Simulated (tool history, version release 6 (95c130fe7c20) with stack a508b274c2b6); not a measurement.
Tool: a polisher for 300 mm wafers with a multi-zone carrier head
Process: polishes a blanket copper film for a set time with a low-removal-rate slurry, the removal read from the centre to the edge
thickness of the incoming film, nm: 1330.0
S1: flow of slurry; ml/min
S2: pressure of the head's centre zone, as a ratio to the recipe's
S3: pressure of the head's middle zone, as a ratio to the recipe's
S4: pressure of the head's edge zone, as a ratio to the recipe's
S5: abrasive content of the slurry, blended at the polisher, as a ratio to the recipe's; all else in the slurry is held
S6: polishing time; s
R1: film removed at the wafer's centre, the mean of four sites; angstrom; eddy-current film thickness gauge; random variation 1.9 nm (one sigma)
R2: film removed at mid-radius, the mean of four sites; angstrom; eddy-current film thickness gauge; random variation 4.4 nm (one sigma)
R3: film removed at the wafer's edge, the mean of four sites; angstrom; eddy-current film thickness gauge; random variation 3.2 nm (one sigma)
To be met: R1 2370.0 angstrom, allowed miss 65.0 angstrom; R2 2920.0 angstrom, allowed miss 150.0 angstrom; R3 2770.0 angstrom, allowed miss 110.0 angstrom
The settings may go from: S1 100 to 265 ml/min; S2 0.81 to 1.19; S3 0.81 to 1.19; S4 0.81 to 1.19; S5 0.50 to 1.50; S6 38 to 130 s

run	hour	S1	S2	S3	S4	S5	S6	R1	R2	R3
1	0.0	170	1.00	1.00	1.00	1.00	84	2809.4	2765.1	2869.3
2	6.6	170	1.00	1.00	1.00	1.00	66	2209.4	2195.9	2257.3
3	13.2	170	1.00	1.00	1.00	1.00	52	1757.3	1756.0	1753.2
4	20.2	170	1.00	1.00	1.00	1.20	52	1869.7	1816.9	1912.4
5	22.0	215	1.00	1.00	1.00	1.20	52	1946.1	1850.8	1951.2
6	25.5	215	0.93	1.00	1.00	1.20	52	1805.4	1927.6	1955.8
7	27.5	230	0.90	1.10	1.10	1.45	74	2645.3	3150.2	3078.3
8	32.3	180	0.87	1.10	1.00	1.45	74	2491.1	3054.2	2884.1
9	35.1	175	0.87	1.10	0.99	1.45	74	2501.9	3089.3	2829.1
10	35.8	170	0.86	1.09	0.99	1.45	74	2413.5	2952.6	2790.3

5 next moves are on the table. One of them brings every result within its allowed miss. Which?
A	36.5	170	0.89	1.09	0.95	1.45	74	?	?	?
B	36.5	150	0.86	1.10	0.99	1.25	77	?	?	?
C	36.5	145	0.87	1.08	0.91	1.30	80	?	?	?
D	36.5	175	0.81	1.07	0.96	1.50	79	?	?	?
E	36.5	195	0.89	1.10	0.94	1.45	74	?	?	?

move	R1	R2	R3
A	2550.1	2981.5	2785.0
B	2402.9	2933.1	2786.8
C	2537.7	3018.8	2805.2
D	2525.7	3179.3	3028.2
E	2606.9	3064.3	2810.9
A: further off than the last run
B: meets every target
C: further off than the last run
D: further off than the last run
E: further off than the last run
The right move is B.

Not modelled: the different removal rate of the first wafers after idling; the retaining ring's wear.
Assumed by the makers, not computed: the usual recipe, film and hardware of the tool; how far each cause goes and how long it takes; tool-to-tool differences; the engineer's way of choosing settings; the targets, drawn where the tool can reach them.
